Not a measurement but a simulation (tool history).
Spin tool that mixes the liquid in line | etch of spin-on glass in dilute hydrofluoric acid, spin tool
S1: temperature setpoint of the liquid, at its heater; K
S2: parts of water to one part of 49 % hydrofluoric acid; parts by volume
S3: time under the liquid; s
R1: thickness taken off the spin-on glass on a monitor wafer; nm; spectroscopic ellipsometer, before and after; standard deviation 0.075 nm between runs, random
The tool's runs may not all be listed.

run 1 day=0 | S1=296.15 S2=75 S3=90 | R1=36.148
run 2 day=0.238 | S1=299.65 S2=75 S3=90 | R1=41.489
run 3 day=0.508 | S1=297.65 S2=75 S3=90 | R1=38.357
run 4 day=0.708 | S1=297.65 S2=65 S3=90 | R1=45.142
run 5 day=0.817 | S1=297.65 S2=65 S3=95 | R1=47.717
run 6 day=1.017 | S1=296.15 S2=70 S3=95 | R1=41.18
run 7 day=1.05 | S1=295.15 S2=75 S3=95 | R1=36.381

The next listed run, before its measurement:
run 8 day=1.354 | S1=294.15 S2=75 S3=95 | R1=?

{"run 8": {"R1": 35.239}}

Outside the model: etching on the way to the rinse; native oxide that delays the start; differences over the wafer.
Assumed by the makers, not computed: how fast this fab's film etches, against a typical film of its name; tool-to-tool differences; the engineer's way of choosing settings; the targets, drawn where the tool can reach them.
